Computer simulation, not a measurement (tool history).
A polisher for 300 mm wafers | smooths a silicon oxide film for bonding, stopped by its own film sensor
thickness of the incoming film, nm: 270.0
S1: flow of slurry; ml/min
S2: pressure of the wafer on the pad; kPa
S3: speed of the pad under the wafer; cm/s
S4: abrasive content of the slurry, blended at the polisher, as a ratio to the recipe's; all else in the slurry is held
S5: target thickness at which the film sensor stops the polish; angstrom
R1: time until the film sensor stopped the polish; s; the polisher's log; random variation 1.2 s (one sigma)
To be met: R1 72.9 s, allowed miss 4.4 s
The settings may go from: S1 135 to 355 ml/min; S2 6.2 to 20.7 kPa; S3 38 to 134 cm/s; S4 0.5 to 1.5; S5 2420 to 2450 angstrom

{"run": 1, "hour": 0.0, "S1": 225, "S2": 13.1, "S3": 86, "S4": 1, "S5": 2420, "R1": 38.375}
{"run": 2, "hour": 8.0, "S1": 225, "S2": 13.1, "S3": 96, "S4": 1, "S5": 2420, "R1": 35.31}
{"run": 3, "hour": 10.8, "S1": 225, "S2": 13.1, "S3": 96, "S4": 1.1, "S5": 2420, "R1": 32.985}
{"run": 4, "hour": 17.9, "S1": 225, "S2": 10.3, "S3": 96, "S4": 1.1, "S5": 2420, "R1": 39.757}
{"run": 5, "hour": 20.4, "S1": 225, "S2": 10.3, "S3": 116, "S4": 1.1, "S5": 2420, "R1": 33.612}
{"run": 6, "hour": 24.0, "S1": 225, "S2": 10.3, "S3": 134, "S4": 1.1, "S5": 2420, "R1": 29.03}
{"run": 7, "hour": 27.1, "S1": 220, "S2": 9.7, "S3": 120, "S4": 1.05, "S5": 2420, "R1": 35.107}
{"run": 8, "hour": 34.5, "S1": 205, "S2": 6.2, "S3": 96, "S4": 0.85, "S5": 2420, "R1": 61.077}
{"run": 9, "hour": 39.3, "S1": 205, "S2": 6.2, "S3": 92, "S4": 0.85, "S5": 2420, "R1": 61.535}
{"run": 10, "hour": 42.8, "S1": 205, "S2": 6.2, "S3": 88, "S4": 0.85, "S5": 2420, "R1": 63.436}
{"run": 11, "hour": 49.1, "S1": 205, "S2": 6.2, "S3": 84, "S4": 0.85, "S5": 2420, "R1": 67.393}
{"run": 12, "hour": 50.1, "S1": 205, "S2": 6.2, "S3": 82, "S4": 0.85, "S5": 2420, "R1": 67.583}

Which of these 4 next moves meets every target?
{"run": "A", "hour": 51.1, "S1": 230, "S2": 6.9, "S3": 76, "S4": 0.95, "S5": 2420, "R1": "?"}
{"run": "B", "hour": 51.1, "S1": 260, "S2": 6.2, "S3": 76, "S4": 1, "S5": 2450, "R1": "?"}
{"run": "C", "hour": 51.1, "S1": 190, "S2": 6.2, "S3": 76, "S4": 0.85, "S5": 2420, "R1": "?"}
{"run": "D", "hour": 51.1, "S1": 260, "S2": 9.7, "S3": 62, "S4": 0.8, "S5": 2450, "R1": "?"}

move=A R1=63.137
move=B R1=56.967
move=C R1=72.758
move=D R1=60.015
A: further off than the last run
B: further off than the last run
C: meets every target
D: further off than the last run
Move C is the one to make.

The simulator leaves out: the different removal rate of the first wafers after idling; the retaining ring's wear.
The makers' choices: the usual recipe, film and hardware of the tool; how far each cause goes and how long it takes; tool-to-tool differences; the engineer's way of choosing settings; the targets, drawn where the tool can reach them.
